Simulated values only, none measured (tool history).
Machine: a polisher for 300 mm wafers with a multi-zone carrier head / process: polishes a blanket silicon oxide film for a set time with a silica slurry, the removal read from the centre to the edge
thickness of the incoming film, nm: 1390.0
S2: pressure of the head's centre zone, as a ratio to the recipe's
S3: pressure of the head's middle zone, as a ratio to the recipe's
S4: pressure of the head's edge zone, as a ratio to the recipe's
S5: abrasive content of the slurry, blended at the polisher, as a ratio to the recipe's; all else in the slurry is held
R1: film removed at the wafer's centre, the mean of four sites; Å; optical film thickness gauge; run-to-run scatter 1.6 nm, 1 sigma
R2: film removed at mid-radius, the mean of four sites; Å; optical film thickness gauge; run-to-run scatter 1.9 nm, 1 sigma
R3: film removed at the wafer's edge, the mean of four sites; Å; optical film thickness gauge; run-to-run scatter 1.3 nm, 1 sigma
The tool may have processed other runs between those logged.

run 1 day=0 | flow_of_slurry_(ml/min)=140 S2=1 S3=1 S4=1 S5=1 polishing_time_(s)=87 | R1=2300.9 R2=2463.2 R3=2443.4
run 2 day=0.279 | flow_of_slurry_(ml/min)=140 S2=1 S3=1 S4=1.03 S5=1 polishing_time_(s)=87 | R1=2255 R2=2422 R3=2488.9
run 3 day=0.508 | flow_of_slurry_(ml/min)=135 S2=1 S3=0.99 S4=1 S5=0.9 polishing_time_(s)=85 | R1=2071.7 R2=2208.2 R3=2259.8
run 4 day=0.675 | flow_of_slurry_(ml/min)=135 S2=1.01 S3=0.99 S4=0.97 S5=0.85 polishing_time_(s)=84 | R1=1995.7 R2=2144.7 R3=2116.6
run 5 day=1 | flow_of_slurry_(ml/min)=150 S2=1.01 S3=0.99 S4=0.97 S5=0.85 polishing_time_(s)=84 | R1=2064.5 R2=2159.4 R3=2169.7
run 6 day=1.029 | flow_of_slurry_(ml/min)=150 S2=1.01 S3=0.99 S4=0.92 S5=0.85 polishing_time_(s)=84 | R1=2078.4 R2=2169.3 R3=2121.4
run 7 day=1.225 | flow_of_slurry_(ml/min)=125 S2=1.07 S3=0.97 S4=0.82 S5=0.6 polishing_time_(s)=75 | R1=1502.9 R2=1482.5 R3=1439.8
run 8 day=1.317 | flow_of_slurry_(ml/min)=130 S2=1.07 S3=0.97 S4=0.82 S5=0.6 polishing_time_(s)=75 | R1=1484.5 R2=1497.9 R3=1428.9

What will run 9 give?
run 9 day=1.446 | flow_of_slurry_(ml/min)=170 S2=1.13 S3=0.97 S4=0.91 S5=0.65 polishing_time_(s)=75 | R1=? R2=? R3=?

{"run 9": {"R1": 1782, "R2": 1684.1, "R3": 1627.3}}
